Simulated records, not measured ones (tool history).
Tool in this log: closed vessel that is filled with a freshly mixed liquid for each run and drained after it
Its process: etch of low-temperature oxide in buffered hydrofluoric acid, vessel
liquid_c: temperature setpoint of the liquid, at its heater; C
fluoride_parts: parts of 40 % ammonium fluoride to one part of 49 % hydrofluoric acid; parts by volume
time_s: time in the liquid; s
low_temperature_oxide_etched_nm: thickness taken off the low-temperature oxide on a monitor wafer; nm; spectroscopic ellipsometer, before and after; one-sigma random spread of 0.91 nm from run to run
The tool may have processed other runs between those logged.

run	hour	liquid_c	fluoride_parts	time_s	low_temperature_oxide_etched_nm
1	0.0	22.0	19.0	90	118.840
2	5.4	20.5	19.0	90	111.570
3	10.9	17.5	19.0	90	93.786
4	16.9	17.5	19.0	90	93.182
5	22.3	18.0	19.0	90	94.662
6	26.3	18.0	14.0	90	129.540
7	31.7	17.5	14.5	90	123.320
8	34.0	17.5	15.0	90	117.190

What will run 9 give?
9	42.1	17.5	15.5	90	?

{"run 9": {"low_temperature_oxide_etched_nm": 113.14}}
